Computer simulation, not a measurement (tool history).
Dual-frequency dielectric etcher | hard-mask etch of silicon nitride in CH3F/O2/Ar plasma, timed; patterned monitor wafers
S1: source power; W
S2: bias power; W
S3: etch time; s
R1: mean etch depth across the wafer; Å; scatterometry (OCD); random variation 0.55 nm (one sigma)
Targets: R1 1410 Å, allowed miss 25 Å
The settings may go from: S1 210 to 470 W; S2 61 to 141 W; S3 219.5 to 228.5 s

Run 1, day 0: S1 340 W, S2 101 W, S3 219.5 s. Result: R1 1805.1 Å.
Run 2, day 0.108: S1 340 W, S2 101 W, S3 228.5 s. Result: R1 1855.7 Å.
Run 3, day 0.396: S1 340 W, S2 101 W, S3 228.5 s. Result: R1 1866.6 Å.
Run 4, day 0.471: S1 340 W, S2 101 W, S3 228.5 s. Result: R1 1866.2 Å.
Run 5, day 0.571: S1 340 W, S2 116 W, S3 228.5 s. Result: R1 1998.8 Å.
Run 6, day 0.933: S1 340 W, S2 126 W, S3 228.5 s. Result: R1 2089.4 Å.
Run 7, day 1.067: S1 310 W, S2 109 W, S3 227 s. Result: R1 1860.5 Å.
Run 8, day 1.212: S1 280 W, S2 97 W, S3 226 s. Result: R1 1677.4 Å.
Run 9, day 1.454: S1 260 W, S2 91 W, S3 225.5 s. Result: R1 1573.8 Å.
Run 10, day 1.525: S1 250 W, S2 88 W, S3 225.5 s. Result: R1 1522.2 Å.
Run 11, day 1.788: S1 240 W, S2 86 W, S3 225.5 s. Result: R1 1469.2 Å.
Run 12, day 1.954: S1 230 W, S2 86 W, S3 225.5 s. Result: R1 1446.1 Å.
Run 13, day 2.121: S1 230 W, S2 86 W, S3 225.5 s. Result: R1 1439.4 Å.
Run 14, day 2.304: S1 230 W, S2 86 W, S3 225.5 s. Result: R1 1444 Å.

5 next moves are on the table. One of them brings every result within its allowed miss. Which?
Run A, day 2.488: S1 260 W, S2 84 W, S3 222 s. Result: R1 ?.
Run B, day 2.488: S1 210 W, S2 98 W, S3 219.5 s. Result: R1 ?.
Run C, day 2.488: S1 220 W, S2 81 W, S3 224.5 s. Result: R1 ?.
Run D, day 2.488: S1 230 W, S2 85 W, S3 223 s. Result: R1 ?.
Run E, day 2.488: S1 230 W, S2 91 W, S3 226.5 s. Result: R1 ?.

move      R1
   A  1474.6
   B  1446.4
   C  1361.3
   D  1415.1
   E  1491.3
A: further off than the last run
B: further off than the last run
C: takes the result that was furthest off past its target
D: meets every target
E: further off than the last run
Answer: D
